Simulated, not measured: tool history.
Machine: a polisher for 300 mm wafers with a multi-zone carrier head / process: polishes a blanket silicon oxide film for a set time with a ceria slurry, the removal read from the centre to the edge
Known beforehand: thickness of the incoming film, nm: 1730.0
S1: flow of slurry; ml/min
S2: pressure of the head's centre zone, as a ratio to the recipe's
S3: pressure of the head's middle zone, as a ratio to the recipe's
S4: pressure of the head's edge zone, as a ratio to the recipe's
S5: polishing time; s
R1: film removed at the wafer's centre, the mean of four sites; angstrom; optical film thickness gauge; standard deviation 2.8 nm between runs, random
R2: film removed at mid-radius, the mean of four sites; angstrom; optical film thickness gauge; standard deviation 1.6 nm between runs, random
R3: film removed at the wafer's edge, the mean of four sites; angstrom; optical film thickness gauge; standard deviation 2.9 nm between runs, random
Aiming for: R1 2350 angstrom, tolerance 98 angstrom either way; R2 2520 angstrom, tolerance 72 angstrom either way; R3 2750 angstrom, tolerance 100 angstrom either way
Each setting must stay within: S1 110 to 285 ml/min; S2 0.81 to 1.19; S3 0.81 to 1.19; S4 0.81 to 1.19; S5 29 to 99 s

| run | day | S1 | S2 | S3 | S4 | S5 | R1 | R2 | R3 |
|---|---|---|---|---|---|---|---|---|---|
| 1 | 0 | 180 | 1 | 1 | 1 | 64 | 1788.4 | 1815.7 | 1760.4 |
| 2 | 0.067 | 180 | 1 | 1 | 1 | 51 | 1463.2 | 1450.4 | 1396.2 |
| 3 | 0.262 | 180 | 1 | 0.93 | 1 | 51 | 1430.8 | 1379.1 | 1415.6 |
| 4 | 0.588 | 180 | 1 | 0.85 | 1 | 51 | 1442.5 | 1294.7 | 1431.1 |
| 5 | 0.854 | 180 | 0.92 | 0.85 | 1 | 51 | 1362.2 | 1310.9 | 1412.4 |
| 6 | 0.992 | 180 | 0.91 | 0.86 | 1.03 | 57 | 1474.5 | 1469.9 | 1621.2 |
| 7 | 1.083 | 185 | 0.92 | 0.88 | 1.05 | 61 | 1594.6 | 1571.6 | 1712 |
| 8 | 1.408 | 180 | 0.91 | 0.89 | 1.06 | 66 | 1726.5 | 1727.5 | 1892.5 |
| 9 | 1.729 | 180 | 0.91 | 0.9 | 1.07 | 70 | 1778.3 | 1850 | 2016.3 |

Exercise: of the 4 proposed moves below, exactly one satisfies all targets within the stated allowed misses. Which move is it?
| A | 2.05 | 200 | 0.98 | 1.09 | 0.86 | 66 | ? | ? | ? |
| B | 2.05 | 155 | 0.89 | 0.91 | 1.05 | 52 | ? | ? | ? |
| C | 2.05 | 185 | 0.9 | 0.96 | 1.18 | 91 | ? | ? | ? |
| D | 2.05 | 250 | 1.09 | 0.92 | 0.95 | 47 | ? | ? | ? |

| move | R1 | R2 | R3 |
|---|---|---|---|
| A | 1844.8 | 2004.3 | 1727.4 |
| B | 1256.7 | 1347.9 | 1444.8 |
| C | 2302.1 | 2514.3 | 2732.6 |
| D | 1509.1 | 1315.8 | 1314.6 |
A: moves away from the targets compared with the last run
B: moves away from the targets compared with the last run
C: each result inside its tolerance
D: moves away from the targets compared with the last run
Answer: C

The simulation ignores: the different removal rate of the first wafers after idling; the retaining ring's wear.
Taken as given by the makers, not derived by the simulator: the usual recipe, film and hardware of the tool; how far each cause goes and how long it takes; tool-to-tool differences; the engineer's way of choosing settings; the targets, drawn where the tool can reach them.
